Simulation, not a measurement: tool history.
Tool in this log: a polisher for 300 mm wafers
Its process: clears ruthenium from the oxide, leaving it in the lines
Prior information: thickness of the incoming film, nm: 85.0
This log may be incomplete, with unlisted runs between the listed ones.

run	day	flow of slurry (ml/min)	pressure of the wafer on the pad (kPa)	speed of the pad under the wafer (cm/s)	overpolish time after the end point (s)	time until the end point was called (s)
1	0.000	190	9.0	104	32	118.090
2	0.133	150	9.0	104	32	124.330
3	0.429	115	9.0	104	32	126.300
4	0.671	115	9.7	106	32	116.420
5	0.775	115	9.7	106	32	114.680
6	1.125	115	10.3	108	32	101.270
7	1.333	115	11.0	108	32	98.025

Run 8 comes next. What will it give?
8	1.500	115	11.7	108	32	?

time until the end point was called (s): 92.695
